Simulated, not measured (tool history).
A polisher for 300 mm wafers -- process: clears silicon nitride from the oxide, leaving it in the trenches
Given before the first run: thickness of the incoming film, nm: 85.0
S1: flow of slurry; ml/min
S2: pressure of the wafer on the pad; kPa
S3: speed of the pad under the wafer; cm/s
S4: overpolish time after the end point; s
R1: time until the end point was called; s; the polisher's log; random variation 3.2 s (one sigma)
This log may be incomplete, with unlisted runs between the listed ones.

run,hour,S1,S2,S3,S4,R1
1,0,300,11.7,118,32,156.34
2,7.4,260,11.7,118,32,155.97
3,11.1,260,11,118,32,164.27
4,13.8,260,11,118,32,168.9
5,15.6,260,10.3,118,32,179.24
6,18.1,260,10.3,118,32,177.58
7,19,260,9.7,118,32,189.94
8,25.3,260,9,118,32,195.37

Estimate the outcome of run 9 from the log above:
9,31.4,260,8.3,118,32,?

{"run 9": {"R1": 207.21}}

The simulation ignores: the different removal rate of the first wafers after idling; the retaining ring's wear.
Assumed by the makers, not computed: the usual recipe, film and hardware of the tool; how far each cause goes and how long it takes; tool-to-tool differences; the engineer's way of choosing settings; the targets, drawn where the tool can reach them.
